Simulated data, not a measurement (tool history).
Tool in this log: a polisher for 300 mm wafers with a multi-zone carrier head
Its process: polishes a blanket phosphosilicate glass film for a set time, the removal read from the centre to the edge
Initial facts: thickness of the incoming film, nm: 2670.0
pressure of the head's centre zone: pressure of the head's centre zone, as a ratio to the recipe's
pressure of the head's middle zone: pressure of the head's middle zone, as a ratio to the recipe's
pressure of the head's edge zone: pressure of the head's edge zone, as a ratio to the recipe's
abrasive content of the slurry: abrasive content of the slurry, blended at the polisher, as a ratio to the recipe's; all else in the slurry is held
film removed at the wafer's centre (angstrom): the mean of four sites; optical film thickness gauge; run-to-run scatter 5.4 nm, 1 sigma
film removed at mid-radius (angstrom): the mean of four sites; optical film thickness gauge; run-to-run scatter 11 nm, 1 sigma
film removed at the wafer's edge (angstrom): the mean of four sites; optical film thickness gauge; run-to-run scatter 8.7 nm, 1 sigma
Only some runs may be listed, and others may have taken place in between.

run  hour  flow of slurry (ml/min)  pressure of the head's centre zone  pressure of the head's middle zone  pressure of the head's edge zone  abrasive content of the slurry  polishing time (s)  film removed at the wafer's centre (angstrom)  film removed at mid-radius (angstrom)  film removed at the wafer's edge (angstrom)
  1     0                      180                                   1                                   1                                 1                               1                  81                                         5773.3                                 5907.7                                       5568.7
  2   1.5                      180                                   1                                   1                              0.97                               1                  81                                         5732.8                                   5695                                       5474.6
  3   8.2                      180                                   1                                1.08                              0.97                               1                  81                                         5862.2                                 6129.8                                       5434.9
  4  16.9                      190                                0.98                                1.09                              1.03                             1.1                  81                                         6044.1                                 6761.2                                       5935.5
  5  21.3                      190                                0.98                                1.09                              1.03                             1.3                  81                                         6619.3                                 7142.8                                       6462.6
  6  21.9                      200                                0.97                                 1.1                              1.06                             1.3                  81                                         6626.7                                   7348                                       6683.3
  7  30.5                      205                                0.96                                1.12                              1.08                             1.3                  81                                         6586.9                                 7618.4                                       6728.7

Estimate the outcome of run 8 from the log above:
  8  32.6                      210                                0.95                                1.13                               1.1                             1.3                  81                                              ?                                      ?                                            ?

{"run 8": {"film removed at the wafer's centre (angstrom)": 6626.7, "film removed at mid-radius (angstrom)": 7604.7, "film removed at the wafer's edge (angstrom)": 7010.3}}
